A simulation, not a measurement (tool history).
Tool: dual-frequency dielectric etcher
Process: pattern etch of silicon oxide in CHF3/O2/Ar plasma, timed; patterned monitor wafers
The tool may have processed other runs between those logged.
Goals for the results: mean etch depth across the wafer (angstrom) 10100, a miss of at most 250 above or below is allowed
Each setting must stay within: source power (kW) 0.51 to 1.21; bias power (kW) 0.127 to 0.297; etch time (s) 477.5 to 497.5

run,hour,source power (kW),bias power (kW),etch time (s),mean etch depth across the wafer (angstrom)
1,0,0.86,0.212,477.5,10777
2,3.1,0.97,0.212,477.5,11039
3,6.5,0.91,0.203,477.5,10683
4,13.1,0.91,0.228,477.5,11310
5,14.3,0.91,0.228,497.5,11785
6,23,0.84,0.214,495,11097
# hour 28.7: wet clean of the chamber
7,28.7,0.79,0.21,494.5,11416
8,33.7,0.79,0.193,489.5,10779
9,35.9,0.78,0.184,487.5,10422

Consider the 4 candidate settings below. Which is the only one whose results all fall within their allowed miss of target?
A,38.1,0.82,0.179,492,?
B,38.1,0.95,0.178,483,?
C,38.1,0.67,0.175,497.5,?
D,38.1,0.74,0.209,477.5,?

move,mean etch depth across the wafer (angstrom)
A,10463
B,10639
C,9950.7
D,10741
A: its largest miss is bigger than the last run's
B: its largest miss is bigger than the last run's
C: every result lands within tolerance
D: its largest miss is bigger than the last run's
So the answer is move C, the one that meets all the targets.
